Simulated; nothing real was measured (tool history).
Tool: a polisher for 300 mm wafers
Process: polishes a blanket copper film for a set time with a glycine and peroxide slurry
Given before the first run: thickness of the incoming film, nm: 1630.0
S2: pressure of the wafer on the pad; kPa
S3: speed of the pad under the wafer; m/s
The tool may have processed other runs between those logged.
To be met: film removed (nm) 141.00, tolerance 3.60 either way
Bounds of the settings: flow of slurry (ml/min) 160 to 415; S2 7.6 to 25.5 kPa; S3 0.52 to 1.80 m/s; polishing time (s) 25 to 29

{"run": 1, "day": 0.0, "flow of slurry (ml/min)": 265, "S2": 16.5, "S3": 1.16, "polishing time (s)": 29, "film removed (nm)": 179.77}
{"run": 2, "day": 0.362, "flow of slurry (ml/min)": 265, "S2": 16.5, "S3": 1.38, "polishing time (s)": 29, "film removed (nm)": 206.69}
{"run": 3, "day": 0.621, "flow of slurry (ml/min)": 265, "S2": 16.5, "S3": 1.38, "polishing time (s)": 29, "film removed (nm)": 207.62}
{"run": 4, "day": 0.733, "flow of slurry (ml/min)": 265, "S2": 16.5, "S3": 1.38, "polishing time (s)": 25, "film removed (nm)": 175.61}
{"day": 1.088, "done": "head pressure recalibrated"}
{"run": 5, "day": 1.088, "flow of slurry (ml/min)": 265, "S2": 16.5, "S3": 1.38, "polishing time (s)": 29, "film removed (nm)": 192.26}
{"run": 6, "day": 1.175, "flow of slurry (ml/min)": 265, "S2": 17.9, "S3": 1.38, "polishing time (s)": 29, "film removed (nm)": 204.76}
{"run": 7, "day": 1.521, "flow of slurry (ml/min)": 250, "S2": 13.8, "S3": 1.36, "polishing time (s)": 29, "film removed (nm)": 162.86}
{"run": 8, "day": 1.808, "flow of slurry (ml/min)": 225, "S2": 13.1, "S3": 1.36, "polishing time (s)": 29, "film removed (nm)": 153.96}
{"run": 9, "day": 1.867, "flow of slurry (ml/min)": 210, "S2": 13.1, "S3": 1.36, "polishing time (s)": 29, "film removed (nm)": 153.84}
{"run": 10, "day": 2.179, "flow of slurry (ml/min)": 200, "S2": 12.4, "S3": 1.36, "polishing time (s)": 29, "film removed (nm)": 146.21}

Which single option among these 5 for the next run brings every result within its allowed miss of target? Just one does.
{"run": "A", "day": 2.492, "flow of slurry (ml/min)": 175, "S2": 14.5, "S3": 1.5, "polishing time (s)": 25, "film removed (nm)": "?"}
{"run": "B", "day": 2.492, "flow of slurry (ml/min)": 270, "S2": 12.4, "S3": 1.46, "polishing time (s)": 26, "film removed (nm)": "?"}
{"run": "C", "day": 2.492, "flow of slurry (ml/min)": 215, "S2": 12.4, "S3": 1.42, "polishing time (s)": 25, "film removed (nm)": "?"}
{"run": "D", "day": 2.492, "flow of slurry (ml/min)": 165, "S2": 11.7, "S3": 1.56, "polishing time (s)": 29, "film removed (nm)": "?"}
{"run": "E", "day": 2.492, "flow of slurry (ml/min)": 195, "S2": 11.7, "S3": 1.42, "polishing time (s)": 27, "film removed (nm)": "?"}

move=A film_removed_(nm)=152.59
move=B film_removed_(nm)=142.78
move=C film_removed_(nm)=131.33
move=D film_removed_(nm)=152.37
move=E film_removed_(nm)=134.04
A: moves away from the targets compared with the last run
B: each result inside its tolerance
C: moves the result that the last run missed by most past its target, out the other side
D: moves away from the targets compared with the last run
E: moves the result that the last run missed by most past its target, out the other side
Go with B: it meets all targets.
